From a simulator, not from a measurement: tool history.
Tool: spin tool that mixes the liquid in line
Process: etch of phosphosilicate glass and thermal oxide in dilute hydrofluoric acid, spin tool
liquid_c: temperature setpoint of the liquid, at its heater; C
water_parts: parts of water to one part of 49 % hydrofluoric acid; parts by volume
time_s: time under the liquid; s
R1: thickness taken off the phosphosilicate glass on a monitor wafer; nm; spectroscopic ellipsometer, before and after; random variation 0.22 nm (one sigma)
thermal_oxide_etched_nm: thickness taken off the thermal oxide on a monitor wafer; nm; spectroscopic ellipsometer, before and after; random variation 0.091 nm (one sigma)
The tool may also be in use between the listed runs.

run 1 hour=0.0 | liquid_c=21.0 water_parts=250 time_s=30 | R1=15.493 thermal_oxide_etched_nm=0.43665
run 2 hour=7.8 | liquid_c=22.0 water_parts=230 time_s=30 | R1=17.861 thermal_oxide_etched_nm=0.58467
run 3 hour=13.6 | liquid_c=22.0 water_parts=280 time_s=30 | R1=14.014 thermal_oxide_etched_nm=0.40786
run 4 hour=18.9 | liquid_c=19.0 water_parts=280 time_s=30 | R1=12.492 thermal_oxide_etched_nm=0.38203
run 5 hour=22.3 | liquid_c=20.5 water_parts=255 time_s=30 | R1=15.001 thermal_oxide_etched_nm=0.47406
run 6 hour=27.4 | liquid_c=21.5 water_parts=235 time_s=30 | R1=17.178 thermal_oxide_etched_nm=0.49077
run 7 hour=29.3 | liquid_c=22.5 water_parts=215 time_s=30 | R1=19.804 thermal_oxide_etched_nm=0.52942
run 8 hour=32.0 | liquid_c=23.0 water_parts=200 time_s=30 | R1=22.211 thermal_oxide_etched_nm=0.60877
run 9 hour=38.0 | liquid_c=23.0 water_parts=200 time_s=30 | R1=22.044 thermal_oxide_etched_nm=0.68536
run 10 hour=39.9 | liquid_c=27.0 water_parts=100 time_s=30 | R1=58.236 thermal_oxide_etched_nm=1.74220
run 11 hour=42.7 | liquid_c=26.5 water_parts=100 time_s=30 | R1=56.628 thermal_oxide_etched_nm=1.53350
run 12 hour=46.3 | liquid_c=26.5 water_parts=100 time_s=30 | R1=56.356 thermal_oxide_etched_nm=1.69900
run 13 hour=54.6 | liquid_c=26.0 water_parts=100 time_s=30 | R1=55.263 thermal_oxide_etched_nm=1.74280
run 14 hour=62.8 | liquid_c=25.5 water_parts=100 time_s=30 | R1=54.328 thermal_oxide_etched_nm=1.45570
run 15 hour=64.7 | liquid_c=25.0 water_parts=100 time_s=30 | R1=53.520 thermal_oxide_etched_nm=1.52620

The next listed run, before its measurement:
run 16 hour=72.2 | liquid_c=24.0 water_parts=100 time_s=30 | R1=? thermal_oxide_etched_nm=?

{"run 16": {"R1": 51.495, "thermal_oxide_etched_nm": 1.5791}}
